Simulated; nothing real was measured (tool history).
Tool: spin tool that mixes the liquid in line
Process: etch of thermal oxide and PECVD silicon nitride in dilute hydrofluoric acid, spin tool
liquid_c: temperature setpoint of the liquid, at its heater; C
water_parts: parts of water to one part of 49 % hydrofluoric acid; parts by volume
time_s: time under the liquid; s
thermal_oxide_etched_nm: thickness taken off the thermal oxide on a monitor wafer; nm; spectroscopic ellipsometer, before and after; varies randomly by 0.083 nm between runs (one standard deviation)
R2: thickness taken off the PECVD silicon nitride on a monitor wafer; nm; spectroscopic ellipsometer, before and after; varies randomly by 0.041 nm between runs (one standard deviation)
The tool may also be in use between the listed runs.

Run 1, day 0.000: liquid_c 23.0 C, water_parts 50 parts by volume, time_s 105 s. Result: thermal_oxide_etched_nm 9.0539 nm, R2 3.6346 nm.
Run 2, day 0.271: liquid_c 23.0 C, water_parts 35 parts by volume, time_s 105 s. Result: thermal_oxide_etched_nm 13.4600 nm, R2 5.1416 nm.
Run 3, day 0.533: liquid_c 23.0 C, water_parts 25 parts by volume, time_s 105 s. Result: thermal_oxide_etched_nm 18.6490 nm, R2 7.1582 nm.
Run 4, day 0.608: liquid_c 23.0 C, water_parts 25 parts by volume, time_s 145 s. Result: thermal_oxide_etched_nm 26.1410 nm, R2 9.7418 nm.
Run 5, day 0.708: liquid_c 23.0 C, water_parts 25 parts by volume, time_s 185 s. Result: thermal_oxide_etched_nm 32.6620 nm, R2 12.3630 nm.
Run 6, day 0.817: liquid_c 23.0 C, water_parts 40 parts by volume, time_s 185 s. Result: thermal_oxide_etched_nm 20.1670 nm, R2 7.9897 nm.
Run 7, day 1.167: liquid_c 22.5 C, water_parts 45 parts by volume, time_s 190 s. Result: thermal_oxide_etched_nm 17.8770 nm, R2 6.9010 nm.
Run 8, day 1.288: liquid_c 23.0 C, water_parts 50 parts by volume, time_s 190 s. Result: thermal_oxide_etched_nm 16.4440 nm, R2 6.5193 nm.
Run 9, day 1.625: liquid_c 23.0 C, water_parts 55 parts by volume, time_s 190 s. Result: thermal_oxide_etched_nm 14.8700 nm, R2 5.9017 nm.
Run 10, day 1.742: liquid_c 23.0 C, water_parts 60 parts by volume, time_s 190 s. Result: thermal_oxide_etched_nm 13.4930 nm, R2 5.4081 nm.
Run 11, day 1.917: liquid_c 23.0 C, water_parts 65 parts by volume, time_s 190 s. Result: thermal_oxide_etched_nm 12.3420 nm, R2 5.0337 nm.
Run 12, day 2.062: liquid_c 23.0 C, water_parts 70 parts by volume, time_s 190 s. Result: thermal_oxide_etched_nm 11.3280 nm, R2 4.7012 nm.
Run 13, day 2.129: liquid_c 23.0 C, water_parts 70 parts by volume, time_s 190 s. Result: thermal_oxide_etched_nm 11.4160 nm, R2 4.7122 nm.

Run 14, settings as shown, results not yet in. Your forecast:
Run 14, day 2.150: liquid_c 23.0 C, water_parts 75 parts by volume, time_s 190 s. Result: thermal_oxide_etched_nm ?, R2 ?.

Run 14 gave thermal_oxide_etched_nm 10.5920 nm, R2 4.4285 nm.

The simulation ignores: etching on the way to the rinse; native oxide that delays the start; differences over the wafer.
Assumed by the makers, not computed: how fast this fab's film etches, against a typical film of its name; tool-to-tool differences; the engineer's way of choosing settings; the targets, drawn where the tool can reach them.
